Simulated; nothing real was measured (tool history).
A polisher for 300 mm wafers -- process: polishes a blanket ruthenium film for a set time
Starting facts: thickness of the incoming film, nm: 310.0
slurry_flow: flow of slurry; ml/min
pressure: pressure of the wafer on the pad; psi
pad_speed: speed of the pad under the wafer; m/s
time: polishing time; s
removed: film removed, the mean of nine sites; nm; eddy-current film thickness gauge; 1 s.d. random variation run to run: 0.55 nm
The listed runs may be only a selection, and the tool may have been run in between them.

run 1 hour=0 | slurry_flow=205 pressure=1.5 pad_speed=1.3 time=48 | removed=55.867
run 2 hour=3.5 | slurry_flow=205 pressure=1.2 pad_speed=1.3 time=48 | removed=44.448
run 3 hour=6.3 | slurry_flow=170 pressure=1.2 pad_speed=1.3 time=48 | removed=43.57
run 4 hour=11.1 | slurry_flow=180 pressure=1.3 pad_speed=1.3 time=48 | removed=47.317
run 5 hour=12.6 | slurry_flow=145 pressure=1.3 pad_speed=1.3 time=48 | removed=46.202
run 6 hour=14.1 | slurry_flow=155 pressure=1.4 pad_speed=1.3 time=48 | removed=49.398
run 7 hour=21 | slurry_flow=170 pressure=1.5 pad_speed=1.3 time=48 | removed=53.526
run 8 hour=23.6 | slurry_flow=180 pressure=1.6 pad_speed=1.3 time=48 | removed=57.911
run 9 hour=26.9 | slurry_flow=190 pressure=1.7 pad_speed=1.3 time=48 | removed=62.561
run 10 hour=29.8 | slurry_flow=200 pressure=1.8 pad_speed=1.3 time=48 | removed=66.585
run 11 hour=37.4 | slurry_flow=210 pressure=1.9 pad_speed=1.3 time=48 | removed=70.091
run 12 hour=41.3 | slurry_flow=215 pressure=1.9 pad_speed=1.3 time=48 | removed=69.831
run 13 hour=48.8 | slurry_flow=215 pressure=2 pad_speed=1.3 time=48 | removed=74.321

Predict the results of run 14:
run 14 hour=52.1 | slurry_flow=220 pressure=2.1 pad_speed=1.3 time=48 | removed=?

{"run 14": {"removed": 77.479}}
